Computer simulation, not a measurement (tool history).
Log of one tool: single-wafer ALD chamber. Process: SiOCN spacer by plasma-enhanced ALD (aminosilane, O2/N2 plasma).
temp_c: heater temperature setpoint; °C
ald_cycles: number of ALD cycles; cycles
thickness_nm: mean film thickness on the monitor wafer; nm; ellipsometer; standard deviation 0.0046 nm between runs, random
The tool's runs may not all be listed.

run 1 hour=0.0 | temp_c=425 ald_cycles=38 | thickness_nm=1.9106
run 2 hour=6.4 | temp_c=425 ald_cycles=43 | thickness_nm=2.1563
run 3 hour=8.2 | temp_c=416 ald_cycles=43 | thickness_nm=2.2265
run 4 hour=9.1 | temp_c=426 ald_cycles=43 | thickness_nm=2.1479
-- hour=11.3 thermocouple changed; heater temperature recalibrated
run 5 hour=11.3 | temp_c=431 ald_cycles=43 | thickness_nm=2.0711
run 6 hour=14.0 | temp_c=431 ald_cycles=47 | thickness_nm=2.2707
run 7 hour=18.2 | temp_c=436 ald_cycles=43 | thickness_nm=2.0298
run 8 hour=26.7 | temp_c=439 ald_cycles=41 | thickness_nm=1.9041

Run 9 has not been measured yet. What should we expect?
run 9 hour=35.7 | temp_c=442 ald_cycles=40 | thickness_nm=?

{"run 9": {"thickness_nm": 1.8452}}

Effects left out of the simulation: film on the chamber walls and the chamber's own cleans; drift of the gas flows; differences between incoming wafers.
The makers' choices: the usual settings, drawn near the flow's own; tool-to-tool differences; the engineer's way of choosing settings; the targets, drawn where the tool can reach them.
